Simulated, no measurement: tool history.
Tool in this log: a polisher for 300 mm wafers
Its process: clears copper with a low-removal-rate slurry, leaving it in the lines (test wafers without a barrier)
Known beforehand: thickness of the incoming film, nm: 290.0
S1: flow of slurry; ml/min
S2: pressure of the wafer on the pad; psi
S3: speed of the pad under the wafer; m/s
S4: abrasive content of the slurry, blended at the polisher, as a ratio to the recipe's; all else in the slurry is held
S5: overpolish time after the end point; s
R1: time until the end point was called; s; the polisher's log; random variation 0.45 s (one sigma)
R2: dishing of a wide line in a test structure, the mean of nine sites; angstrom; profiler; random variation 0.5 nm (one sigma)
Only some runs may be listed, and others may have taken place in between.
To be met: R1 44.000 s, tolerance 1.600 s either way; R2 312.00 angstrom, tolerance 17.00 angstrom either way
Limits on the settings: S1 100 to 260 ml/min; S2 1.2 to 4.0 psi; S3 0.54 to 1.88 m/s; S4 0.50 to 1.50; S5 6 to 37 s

| run | day | S1 | S2 | S3 | S4 | S5 | R1 | R2 |
|---|---|---|---|---|---|---|---|---|
| 1 | 0.000 | 165 | 2.6 | 1.20 | 1.00 | 19 | 76.429 | 380.45 |
| 2 | 0.175 | 165 | 2.1 | 1.20 | 1.00 | 19 | 94.842 | 332.38 |
| 3 | 0.238 | 170 | 2.4 | 1.20 | 1.00 | 17 | 81.485 | 330.32 |
| 4 | 0.275 | 170 | 2.4 | 1.20 | 1.10 | 17 | 81.564 | 340.10 |
| 5 | 0.492 | 175 | 2.7 | 1.20 | 1.05 | 15 | 73.812 | 338.96 |
| 6 | 0.738 | 175 | 2.7 | 0.94 | 1.05 | 15 | 87.661 | 301.64 |
| 7 | 0.879 | 175 | 2.9 | 1.00 | 0.95 | 13 | 78.591 | 272.06 |
| 8 | 1.229 | 180 | 3.1 | 1.04 | 0.90 | 13 | 73.016 | 305.13 |
| 9 | 1.525 | 175 | 3.3 | 1.12 | 0.85 | 12 | 66.313 | 318.31 |
| 10 | 1.650 | 190 | 3.4 | 1.16 | 0.80 | 11 | 62.276 | 301.96 |
| 11 | 1.992 | 195 | 3.5 | 1.20 | 0.80 | 10 | 57.471 | 300.15 |
|  | 2.133 | slurry blender recalibrated |
| 12 | 2.133 | 200 | 3.6 | 1.22 | 0.80 | 10 | 52.971 | 316.42 |
| 13 | 2.417 | 210 | 3.7 | 1.22 | 0.80 | 10 | 51.369 | 326.58 |
| 14 | 2.617 | 215 | 3.8 | 1.22 | 0.80 | 9 | 50.394 | 310.22 |

Which of these 4 next moves meets every target?
| A | 2.817 | 255 | 3.4 | 1.00 | 0.80 | 12 | ? | ? |
| B | 2.817 | 195 | 3.8 | 1.08 | 0.85 | 10 | ? | ? |
| C | 2.817 | 245 | 3.3 | 1.10 | 0.65 | 11 | ? | ? |
| D | 2.817 | 255 | 3.8 | 1.40 | 0.90 | 8 | ? | ? |

| move | R1 | R2 |
|---|---|---|
| A | 62.951 | 307.37 |
| B | 54.345 | 300.17 |
| C | 61.758 | 290.71 |
| D | 42.468 | 305.89 |
A: further off than the last run
B: further off than the last run
C: further off than the last run
D: in spec on every target
D is the move that brings every result within its allowed miss.
